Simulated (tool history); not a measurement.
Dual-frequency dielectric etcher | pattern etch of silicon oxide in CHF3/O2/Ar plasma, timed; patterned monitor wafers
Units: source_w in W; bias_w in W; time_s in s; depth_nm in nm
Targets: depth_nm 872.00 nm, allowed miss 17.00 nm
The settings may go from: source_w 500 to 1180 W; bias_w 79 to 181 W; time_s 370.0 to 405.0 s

run    day  source_w  bias_w  time_s  depth_nm
  1  0.000       840     130   405.0    775.26
  2  0.146       880     131   405.0    799.65
  3  0.383       910     132   405.0    815.37
  4  0.675       930     132   405.0    821.67
  5  0.783       930     132   405.0    821.90
  6  1.129       950     133   405.0    827.57
  7  1.396       970     134   405.0    835.96
  8  1.617       970     134   405.0    845.05
  9  1.696       980     134   405.0    846.04
 10  1.796       980     134   405.0    834.05

Which of these 4 next moves meets every target?
  A  1.896       980     174   405.0         ?
  B  1.896      1180     153   397.5         ?
  C  1.896       980     163   395.5         ?
  D  1.896      1120     144   405.0         ?

move  depth_nm
   A    898.64
   B    924.52
   C    861.50
   D    905.54
A: takes the result that was furthest off past its target
B: takes the result that was furthest off past its target
C: meets every target
D: takes the result that was furthest off past its target
Answer: C

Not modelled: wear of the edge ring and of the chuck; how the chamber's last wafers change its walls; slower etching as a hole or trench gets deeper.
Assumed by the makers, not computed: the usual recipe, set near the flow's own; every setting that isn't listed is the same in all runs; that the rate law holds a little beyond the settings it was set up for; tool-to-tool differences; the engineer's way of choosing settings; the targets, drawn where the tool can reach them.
